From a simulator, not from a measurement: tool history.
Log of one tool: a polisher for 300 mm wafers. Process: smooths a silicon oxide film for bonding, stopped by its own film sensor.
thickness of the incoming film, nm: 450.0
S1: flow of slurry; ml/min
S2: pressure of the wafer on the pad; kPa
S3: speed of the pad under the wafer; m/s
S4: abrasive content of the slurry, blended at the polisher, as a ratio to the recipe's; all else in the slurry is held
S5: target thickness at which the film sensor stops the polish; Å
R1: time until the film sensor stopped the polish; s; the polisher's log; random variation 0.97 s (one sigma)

run 1 hour=0.0 | S1=135 S2=13.1 S3=1.16 S4=1.00 S5=3250 | R1=139.560
run 2 hour=1.0 | S1=135 S2=13.1 S3=1.16 S4=1.15 S5=3250 | R1=133.260
run 3 hour=5.6 | S1=140 S2=13.8 S3=1.16 S4=1.15 S5=3250 | R1=121.560
run 4 hour=10.7 | S1=140 S2=13.8 S3=1.16 S4=1.15 S5=3250 | R1=125.270
run 5 hour=16.4 | S1=140 S2=14.5 S3=1.16 S4=1.15 S5=3250 | R1=119.960
run 6 hour=23.5 | S1=145 S2=15.2 S3=1.16 S4=1.15 S5=3250 | R1=114.110
run 7 hour=25.6 | S1=145 S2=15.9 S3=1.16 S4=1.15 S5=3250 | R1=107.960
run 8 hour=34.5 | S1=145 S2=16.5 S3=1.16 S4=1.15 S5=3250 | R1=102.890
run 9 hour=39.6 | S1=145 S2=17.2 S3=1.16 S4=1.15 S5=3250 | R1=100.870
run 10 hour=40.5 | S1=150 S2=17.2 S3=1.16 S4=1.15 S5=3250 | R1=98.391
run 11 hour=46.8 | S1=155 S2=17.2 S3=1.16 S4=1.15 S5=3250 | R1=99.310
run 12 hour=52.7 | S1=155 S2=17.9 S3=1.16 S4=1.15 S5=3250 | R1=95.408
-- hour=58.0 head pressure recalibrated
run 13 hour=58.0 | S1=165 S2=19.3 S3=1.16 S4=1.15 S5=3250 | R1=91.671

The next listed run, before its measurement:
run 14 hour=62.9 | S1=160 S2=19.3 S3=1.16 S4=1.15 S5=3250 | R1=?

R1: 92.063 s
